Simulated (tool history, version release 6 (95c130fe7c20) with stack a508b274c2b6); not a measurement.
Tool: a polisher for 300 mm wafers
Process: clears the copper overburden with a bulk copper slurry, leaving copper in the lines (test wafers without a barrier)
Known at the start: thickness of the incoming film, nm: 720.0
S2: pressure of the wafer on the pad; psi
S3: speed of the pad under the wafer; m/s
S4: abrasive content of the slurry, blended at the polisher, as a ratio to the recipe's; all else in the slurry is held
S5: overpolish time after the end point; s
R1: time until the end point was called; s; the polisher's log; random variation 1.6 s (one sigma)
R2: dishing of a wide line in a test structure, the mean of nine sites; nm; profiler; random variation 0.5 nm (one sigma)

Run 1, hour 0: flow of slurry (ml/min) 275, S2 3 psi, S3 1.16 m/s, S4 1, S5 16 s. Result: R1 65.219 s, R2 82.389 nm.
Run 2, hour 3.8: flow of slurry (ml/min) 275, S2 3 psi, S3 1.26 m/s, S4 1, S5 16 s. Result: R1 59.78 s, R2 86.267 nm.
Run 3, hour 12.8: flow of slurry (ml/min) 280, S2 2.8 psi, S3 1.24 m/s, S4 1, S5 14 s. Result: R1 63.233 s, R2 76.815 nm.
Run 4, hour 14.7: flow of slurry (ml/min) 280, S2 3.4 psi, S3 1.24 m/s, S4 1, S5 14 s. Result: R1 53.718 s, R2 85.062 nm.
Run 5, hour 22.7: flow of slurry (ml/min) 280, S2 3.4 psi, S3 1.24 m/s, S4 1, S5 20 s. Result: R1 56.351 s, R2 99.18 nm.
Run 6, hour 30.1: flow of slurry (ml/min) 300, S2 3.1 psi, S3 1.2 m/s, S4 0.9, S5 18 s. Result: R1 62.599 s, R2 88.935 nm.
Run 7, hour 33.4: flow of slurry (ml/min) 300, S2 3.1 psi, S3 1.2 m/s, S4 0.9, S5 18 s. Result: R1 62.207 s, R2 85.962 nm.
Run 8, hour 38.1: flow of slurry (ml/min) 320, S2 2.8 psi, S3 1.18 m/s, S4 0.85, S5 16 s. Result: R1 68.009 s, R2 75.562 nm.
Run 9, hour 40.6: flow of slurry (ml/min) 335, S2 2.6 psi, S3 1.16 m/s, S4 0.8, S5 14 s. Result: R1 78.248 s, R2 65.532 nm.
Run 10, hour 45.7: flow of slurry (ml/min) 350, S2 2.4 psi, S3 1.2 m/s, S4 0.75, S5 13 s. Result: R1 82.584 s, R2 62.552 nm.
Run 11, hour 48.9: flow of slurry (ml/min) 360, S2 2.6 psi, S3 1.1 m/s, S4 0.7, S5 12 s. Result: R1 86.178 s, R2 57.537 nm.
Run 12, hour 53: flow of slurry (ml/min) 370, S2 2.8 psi, S3 1.02 m/s, S4 0.65, S5 11 s. Result: R1 86.655 s, R2 53.935 nm.

Forecast run 13:
Run 13, hour 61.7: flow of slurry (ml/min) 380, S2 2.9 psi, S3 0.94 m/s, S4 0.65, S5 10 s. Result: R1 ?, R2 ?.

Run 13 gave R1 92.458 s, R2 50.115 nm.

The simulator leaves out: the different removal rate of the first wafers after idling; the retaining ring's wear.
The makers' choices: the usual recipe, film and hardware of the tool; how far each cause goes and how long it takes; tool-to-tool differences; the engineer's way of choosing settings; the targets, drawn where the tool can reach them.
